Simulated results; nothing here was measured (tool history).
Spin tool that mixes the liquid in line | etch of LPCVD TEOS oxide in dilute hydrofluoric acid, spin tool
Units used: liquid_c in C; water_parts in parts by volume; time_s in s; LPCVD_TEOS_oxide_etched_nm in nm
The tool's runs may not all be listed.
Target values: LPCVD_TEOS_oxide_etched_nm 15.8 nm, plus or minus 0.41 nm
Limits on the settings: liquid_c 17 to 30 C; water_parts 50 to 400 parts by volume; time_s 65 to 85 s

run  hour  liquid_c  water_parts  time_s  LPCVD_TEOS_oxide_etched_nm
  1     0        22          225      85                      12.722
  2   1.1        22          225      65                      9.6252
  3   5.3      18.5          225      65                       8.497
  4   6.3        22          225      65                      9.8317
  5  11.5        23          220      65                      10.421
  6  17.3        24          215      65                      11.115
  7  24.4        25          210      65                      11.966
  8  30.8      25.5          205      65                      12.511
  9  32.1        26          205      65                      12.742
 10  37.7      26.5          205      65                      12.951
 11  40.4      26.5          205      65                      12.727
 12  43.7        27          200      65                      13.681
 13    47      27.5          200      65                      13.569
 14  49.1        28          200      65                      13.981
 15  50.9        28          200      65                      13.975

Which single option among these 5 for the next run brings every result within its allowed miss of target? Just one does.
  A  52.7        26          170      65                           ?
  B  52.7        25          225      70                           ?
  C  52.7        28          190      65                           ?
  D  52.7      27.5          190      65                           ?
  E  52.7      29.5          195      70                           ?

move  LPCVD_TEOS_oxide_etched_nm
   A                      16.029
   B                      11.827
   C                      15.062
   D                      14.795
   E                      16.562
A: meets every target
B: the biggest miss grows against the last run
C: nearer than the last run, and not there yet
D: nearer than the last run, and not there yet
E: pushes the last run's worst result past its target
So the answer is move A, the one that meets all the targets.

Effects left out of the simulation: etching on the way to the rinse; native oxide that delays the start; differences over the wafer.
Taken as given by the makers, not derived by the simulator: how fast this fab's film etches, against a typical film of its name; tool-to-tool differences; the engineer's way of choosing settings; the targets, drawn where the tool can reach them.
